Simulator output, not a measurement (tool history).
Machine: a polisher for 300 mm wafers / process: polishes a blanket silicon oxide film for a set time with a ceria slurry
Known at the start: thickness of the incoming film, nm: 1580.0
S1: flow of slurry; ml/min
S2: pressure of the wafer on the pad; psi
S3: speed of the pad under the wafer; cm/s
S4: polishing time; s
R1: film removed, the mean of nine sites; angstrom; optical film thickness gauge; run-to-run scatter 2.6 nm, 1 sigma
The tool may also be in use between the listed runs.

run,day,S1,S2,S3,S4,R1
1,0.000,255,2.5,138,46,2119.9
2,0.121,255,1.9,138,46,1623.4
3,0.429,225,1.9,138,46,1611.8
4,0.725,225,2.1,138,46,1774.5
5,0.883,225,2.3,138,46,1925.8
6,1.212,225,2.6,138,46,2166.5

Forecast run 7:
7,1.279,255,3.3,140,46,?

{"run 7": {"R1": 2779.0}}
